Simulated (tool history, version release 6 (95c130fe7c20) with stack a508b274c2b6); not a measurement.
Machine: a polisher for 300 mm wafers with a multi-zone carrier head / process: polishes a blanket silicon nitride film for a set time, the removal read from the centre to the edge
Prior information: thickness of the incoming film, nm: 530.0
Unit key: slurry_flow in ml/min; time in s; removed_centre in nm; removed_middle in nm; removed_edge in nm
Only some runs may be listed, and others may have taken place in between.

run 1 hour=0.0 | slurry_flow=270 centre_zone=1.00 middle_zone=1.00 edge_zone=1.00 time=37 | removed_centre=51.677 removed_middle=50.224 removed_edge=51.865
run 2 hour=3.6 | slurry_flow=250 centre_zone=0.97 middle_zone=0.99 edge_zone=0.96 time=32 | removed_centre=42.886 removed_middle=43.676 removed_edge=44.206
run 3 hour=5.7 | slurry_flow=250 centre_zone=0.97 middle_zone=0.99 edge_zone=0.99 time=32 | removed_centre=42.654 removed_middle=44.141 removed_edge=45.468
run 4 hour=12.1 | slurry_flow=250 centre_zone=0.89 middle_zone=0.99 edge_zone=0.99 time=32 | removed_centre=39.967 removed_middle=42.446 removed_edge=45.179
run 5 hour=16.7 | slurry_flow=250 centre_zone=0.89 middle_zone=0.93 edge_zone=0.99 time=32 | removed_centre=39.655 removed_middle=41.925 removed_edge=44.917
run 6 hour=20.4 | slurry_flow=240 centre_zone=0.89 middle_zone=0.91 edge_zone=0.94 time=28 | removed_centre=35.089 removed_middle=34.876 removed_edge=37.960
run 7 hour=27.3 | slurry_flow=235 centre_zone=0.87 middle_zone=0.94 edge_zone=0.91 time=26 | removed_centre=31.857 removed_middle=33.974 removed_edge=35.376
run 8 hour=35.9 | slurry_flow=235 centre_zone=0.87 middle_zone=0.94 edge_zone=0.89 time=24 | removed_centre=29.355 removed_middle=30.356 removed_edge=32.175

Run 9, settings as shown, results not yet in. Your forecast:
run 9 hour=36.6 | slurry_flow=235 centre_zone=0.87 middle_zone=0.96 edge_zone=0.87 time=23 | removed_centre=? removed_middle=? removed_edge=?

For run 9 the tool returned removed_centre 28.064 nm, removed_middle 30.307 nm, removed_edge 29.663 nm.

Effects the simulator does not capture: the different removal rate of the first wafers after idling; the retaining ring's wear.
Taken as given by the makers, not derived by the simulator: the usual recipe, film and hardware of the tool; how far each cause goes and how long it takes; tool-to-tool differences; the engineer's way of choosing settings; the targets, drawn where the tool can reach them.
